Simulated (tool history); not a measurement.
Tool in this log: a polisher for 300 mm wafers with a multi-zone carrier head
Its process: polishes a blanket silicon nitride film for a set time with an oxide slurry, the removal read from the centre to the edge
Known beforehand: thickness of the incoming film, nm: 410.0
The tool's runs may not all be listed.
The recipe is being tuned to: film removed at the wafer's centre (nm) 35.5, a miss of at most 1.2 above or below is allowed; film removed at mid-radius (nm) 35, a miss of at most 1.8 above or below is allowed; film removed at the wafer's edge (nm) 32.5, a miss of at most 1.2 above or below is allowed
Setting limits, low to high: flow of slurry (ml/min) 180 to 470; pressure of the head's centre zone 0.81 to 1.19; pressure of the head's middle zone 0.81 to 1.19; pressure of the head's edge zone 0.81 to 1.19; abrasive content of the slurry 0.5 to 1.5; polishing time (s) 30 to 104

run	day	flow of slurry (ml/min)	pressure of the head's centre zone	pressure of the head's middle zone	pressure of the head's edge zone	abrasive content of the slurry	polishing time (s)	film removed at the wafer's centre (nm)	film removed at mid-radius (nm)	film removed at the wafer's edge (nm)
1	0	300	1	1	1	1	67	44.858	45.459	43.874
2	0.038	305	1	0.99	0.96	0.85	66	41.075	41.266	40.776
3	0.121	305	1.03	1.02	0.93	0.75	64	39.128	39.132	37.373
4	0.262	305	1.04	1.03	0.9	0.7	63	36.887	37.442	35.06
5	0.579	300	1.05	1.02	0.87	0.7	63	37.748	38.215	34.022
6	0.846	300	0.98	1.02	0.87	0.7	63	35.445	38.615	33.803
7	0.95	300	0.99	1	0.86	0.7	63	35.88	37.345	34.108
8	1.212	295	1	0.99	0.85	0.7	63	36.612	36.761	33.55
9	1.304	290	0.99	0.98	0.85	0.7	63	35.889	36.578	33.704
10	1.508	285	0.99	0.97	0.84	0.7	63	35.744	35.692	34.389
11	1.862	290	1	0.97	0.83	0.7	63	36.143	37.167	33.148

Which one of the following 4 next-run settings gets every result inside its allowed miss? There is exactly one.
A	2.217	345	0.98	1.07	0.81	0.8	60	?	?	?
B	2.217	205	1.06	1.01	0.86	0.75	60	?	?	?
C	2.217	355	0.97	1.07	0.81	0.9	58	?	?	?
D	2.217	300	0.94	0.98	0.81	0.7	66	?	?	?

move	film removed at the wafer's centre (nm)	film removed at mid-radius (nm)	film removed at the wafer's edge (nm)
A	35.81	40.057	33.684
B	35.73	35.8	32.608
C	35.925	40.537	34.07
D	35.711	38.671	34.997
A: its largest miss is bigger than the last run's
B: every result within its allowed miss
C: its largest miss is bigger than the last run's
D: its largest miss is bigger than the last run's
Correct choice: B, which meets every target
